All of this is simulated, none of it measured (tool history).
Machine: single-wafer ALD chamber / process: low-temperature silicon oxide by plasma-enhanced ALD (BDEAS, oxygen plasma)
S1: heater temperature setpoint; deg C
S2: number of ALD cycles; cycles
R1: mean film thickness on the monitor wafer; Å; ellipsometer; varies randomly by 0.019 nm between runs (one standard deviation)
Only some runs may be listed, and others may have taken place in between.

run,day,S1,S2,R1
1,0,110,40,53.477
2,0.129,110,44,59.058
3,0.333,109,45,60.445
4,0.421,109,47,63.093
5,0.496,109,42,56.439
6,0.55,109,46,61.927

Run 7 has not been measured yet. What should we expect?
7,0.892,108,46,?

R1: 62.026 Å
